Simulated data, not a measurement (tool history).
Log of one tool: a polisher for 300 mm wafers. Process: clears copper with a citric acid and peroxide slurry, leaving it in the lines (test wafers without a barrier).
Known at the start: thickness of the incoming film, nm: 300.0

| run | hour | flow of slurry (ml/min) | pressure of the wafer on the pad (kPa) | speed of the pad under the wafer (cm/s) | abrasive content of the slurry | overpolish time after the end point (s) | time until the end point was called (s) | dishing of a wide line in a test structure (Å) |
|---|---|---|---|---|---|---|---|---|
| 1 | 0 | 190 | 21.4 | 138 | 1 | 15 | 78.189 | 292.3 |
| 2 | 5.8 | 190 | 21.4 | 138 | 1 | 17 | 81.684 | 311.48 |
| 3 | 14.3 | 190 | 21.4 | 138 | 0.9 | 17 | 81.123 | 303.62 |
| 4 | 21.2 | 190 | 21.4 | 138 | 1 | 17 | 80.446 | 311.22 |
| 5 | 29 | 190 | 18.6 | 138 | 1 | 17 | 92.164 | 289.06 |
| 6 | 37.9 | 195 | 19.3 | 138 | 1.05 | 18 | 88.121 | 301.78 |
| 7 | 44 | 195 | 20 | 138 | 1.05 | 19 | 86.726 | 323.69 |
| 8 | 49.7 | 195 | 20.7 | 138 | 1.05 | 20 | 81.944 | 329.64 |

The next listed run, before its measurement:
| 9 | 51.5 | 195 | 20.7 | 138 | 1.05 | 21 | ? | ? |

time until the end point was called (s): 82.905
dishing of a wide line in a test structure (Å): 344.29
